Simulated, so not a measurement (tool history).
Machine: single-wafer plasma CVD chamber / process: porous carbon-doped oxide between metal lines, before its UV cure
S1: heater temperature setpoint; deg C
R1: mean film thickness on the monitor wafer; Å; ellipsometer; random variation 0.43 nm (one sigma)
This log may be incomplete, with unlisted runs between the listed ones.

{"run": 1, "hour": 0.0, "S1": 280, "RF power (W)": 425, "deposition time (s)": 40.9, "R1": 2209.2}
{"run": 2, "hour": 6.3, "S1": 280, "RF power (W)": 400, "deposition time (s)": 40.9, "R1": 2081.6}
{"run": 3, "hour": 10.7, "S1": 280, "RF power (W)": 370, "deposition time (s)": 40.9, "R1": 1928.5}
{"run": 4, "hour": 16.9, "S1": 287, "RF power (W)": 370, "deposition time (s)": 40.9, "R1": 1841.4}
{"run": 5, "hour": 18.3, "S1": 287, "RF power (W)": 370, "deposition time (s)": 42.2, "R1": 1894.0}
{"run": 6, "hour": 27.0, "S1": 292, "RF power (W)": 370, "deposition time (s)": 42.2, "R1": 1828.7}
{"run": 7, "hour": 27.6, "S1": 296, "RF power (W)": 370, "deposition time (s)": 42.2, "R1": 1780.5}
{"run": 8, "hour": 31.4, "S1": 298, "RF power (W)": 370, "deposition time (s)": 42.2, "R1": 1766.5}
{"run": 9, "hour": 35.6, "S1": 300, "RF power (W)": 365, "deposition time (s)": 42.2, "R1": 1710.7}

Run 10 has not been measured yet. What should we expect?
{"run": 10, "hour": 39.1, "S1": 301, "RF power (W)": 365, "deposition time (s)": 42.2, "R1": "?"}

{"run 10": {"R1": 1706.3}}
